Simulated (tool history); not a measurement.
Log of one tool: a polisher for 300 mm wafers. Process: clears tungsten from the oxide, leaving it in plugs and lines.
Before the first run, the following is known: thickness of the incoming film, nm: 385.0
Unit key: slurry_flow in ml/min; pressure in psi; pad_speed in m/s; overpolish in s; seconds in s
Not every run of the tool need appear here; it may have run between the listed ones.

run,hour,slurry_flow,pressure,pad_speed,slurry_solids,overpolish,seconds
1,0.0,150,2.9,0.88,1.0,6,126.69
2,4.7,155,3.1,0.88,1.0,6,119.55
3,6.2,155,2.7,0.88,1.0,6,131.47
4,8.1,160,3.0,0.88,1.0,6,122.09
5,14.9,160,3.2,0.90,1.0,6,111.25
6,17.0,160,3.2,0.76,1.0,6,133.98
7,19.4,165,3.4,0.78,1.0,6,123.49
8,27.3,165,3.4,0.78,1.0,6,122.33
9,28.2,170,3.6,0.80,1.0,6,115.23

Predict the results of run 10:
10,30.6,170,3.6,0.80,1.0,6,?

seconds: 112.41 s
